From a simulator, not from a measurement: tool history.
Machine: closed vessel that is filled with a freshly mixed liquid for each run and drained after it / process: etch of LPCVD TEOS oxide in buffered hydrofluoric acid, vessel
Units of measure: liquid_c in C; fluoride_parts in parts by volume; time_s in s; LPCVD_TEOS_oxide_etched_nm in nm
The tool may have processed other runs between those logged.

run 1 day=0.000 | liquid_c=24.0 fluoride_parts=7.5 time_s=30 | LPCVD_TEOS_oxide_etched_nm=65.002
run 2 day=0.071 | liquid_c=25.5 fluoride_parts=7.5 time_s=30 | LPCVD_TEOS_oxide_etched_nm=70.374
run 3 day=0.150 | liquid_c=26.5 fluoride_parts=7.5 time_s=30 | LPCVD_TEOS_oxide_etched_nm=74.019
run 4 day=0.517 | liquid_c=25.0 fluoride_parts=7.5 time_s=30 | LPCVD_TEOS_oxide_etched_nm=68.359
run 5 day=0.704 | liquid_c=26.5 fluoride_parts=7.5 time_s=30 | LPCVD_TEOS_oxide_etched_nm=73.588
run 6 day=0.833 | liquid_c=26.5 fluoride_parts=7.5 time_s=30 | LPCVD_TEOS_oxide_etched_nm=74.062
run 7 day=1.096 | liquid_c=27.5 fluoride_parts=7.5 time_s=30 | LPCVD_TEOS_oxide_etched_nm=77.271

What will run 8 give?
run 8 day=1.208 | liquid_c=27.5 fluoride_parts=7.5 time_s=30 | LPCVD_TEOS_oxide_etched_nm=?

{"run 8": {"LPCVD_TEOS_oxide_etched_nm": 78.439}}

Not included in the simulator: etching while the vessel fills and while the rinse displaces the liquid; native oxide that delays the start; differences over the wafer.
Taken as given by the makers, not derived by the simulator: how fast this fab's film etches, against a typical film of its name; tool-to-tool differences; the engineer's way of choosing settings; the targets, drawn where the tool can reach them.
